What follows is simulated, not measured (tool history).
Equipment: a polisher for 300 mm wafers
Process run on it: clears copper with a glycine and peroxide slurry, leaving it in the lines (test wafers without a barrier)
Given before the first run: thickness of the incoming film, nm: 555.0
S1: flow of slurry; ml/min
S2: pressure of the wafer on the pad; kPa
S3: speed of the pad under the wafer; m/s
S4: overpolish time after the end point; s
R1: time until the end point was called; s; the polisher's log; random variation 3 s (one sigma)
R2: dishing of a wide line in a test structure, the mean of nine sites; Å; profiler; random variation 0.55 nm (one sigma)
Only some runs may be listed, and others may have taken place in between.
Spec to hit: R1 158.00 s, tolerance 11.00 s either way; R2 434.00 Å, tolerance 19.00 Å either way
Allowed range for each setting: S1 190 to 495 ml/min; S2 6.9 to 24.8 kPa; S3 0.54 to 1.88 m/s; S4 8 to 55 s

run	hour	S1	S2	S3	S4	R1	R2
1	0.0	320	15.9	1.20	28	105.13	708.84
2	1.9	320	14.5	1.16	24	121.30	618.96
3	7.9	320	13.8	1.16	21	125.57	541.60
4	15.5	320	11.0	1.16	21	148.49	482.28
5	21.9	320	11.0	1.16	16	144.22	398.10
6	28.8	320	11.0	1.44	16	125.33	438.27
7	30.4	320	10.3	1.40	17	134.58	436.74
8	38.3	320	9.7	1.38	18	139.87	434.27

Exactly one of the 5 candidate moves below puts every result within its allowed miss. Which one?
A	46.2	345	10.3	1.46	16	?	?
B	46.2	265	10.3	1.44	17	?	?
C	46.2	270	11.0	1.08	19	?	?
D	46.2	315	9.7	1.50	18	?	?
E	46.2	295	12.4	0.80	22	?	?

move	R1	R2
A	126.95	436.88
B	131.77	444.62
C	155.96	433.74
D	132.28	459.97
E	176.36	449.64
A: lands further from the targets than the last run did
B: lands further from the targets than the last run did
C: all results in spec
D: lands further from the targets than the last run did
E: the result that was furthest off in the last run now lies on the other side of its target
The move that meets every target is C.
